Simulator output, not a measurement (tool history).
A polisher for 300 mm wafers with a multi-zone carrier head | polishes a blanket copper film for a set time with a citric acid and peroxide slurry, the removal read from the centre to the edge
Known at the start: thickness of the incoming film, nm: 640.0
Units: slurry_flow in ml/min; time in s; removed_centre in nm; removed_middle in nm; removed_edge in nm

| run | hour | slurry_flow | centre_zone | middle_zone | edge_zone | slurry_solids | time | removed_centre | removed_middle | removed_edge |
|---|---|---|---|---|---|---|---|---|---|---|
| 1 | 0.0 | 270 | 1.00 | 1.00 | 1.00 | 1.00 | 72 | 183.42 | 185.88 | 175.21 |
| 2 | 8.8 | 270 | 0.96 | 1.00 | 1.00 | 1.00 | 72 | 177.16 | 184.17 | 178.74 |
| 3 | 10.7 | 275 | 0.96 | 0.98 | 1.03 | 1.10 | 74 | 184.58 | 188.78 | 190.58 |
| 4 | 19.6 | 275 | 0.96 | 0.98 | 1.09 | 1.10 | 74 | 184.10 | 188.61 | 195.03 |
| 5 | 22.2 | 280 | 0.97 | 0.97 | 1.11 | 1.15 | 75 | 190.95 | 193.91 | 201.78 |
| 6 | 25.3 | 285 | 0.97 | 0.96 | 1.12 | 1.20 | 76 | 194.71 | 197.35 | 210.54 |
| 7 | 26.5 | 295 | 0.98 | 0.95 | 1.13 | 1.25 | 76 | 201.93 | 194.60 | 209.88 |
| 8 | 31.1 | 295 | 0.98 | 0.94 | 1.14 | 1.30 | 77 | 205.66 | 200.21 | 215.45 |

Forecast run 9:
| 9 | 34.4 | 325 | 0.98 | 0.84 | 1.19 | 1.50 | 82 | ? | ? | ? |

removed_centre: 230.45 nm
removed_middle: 205.97 nm
removed_edge: 250.24 nm

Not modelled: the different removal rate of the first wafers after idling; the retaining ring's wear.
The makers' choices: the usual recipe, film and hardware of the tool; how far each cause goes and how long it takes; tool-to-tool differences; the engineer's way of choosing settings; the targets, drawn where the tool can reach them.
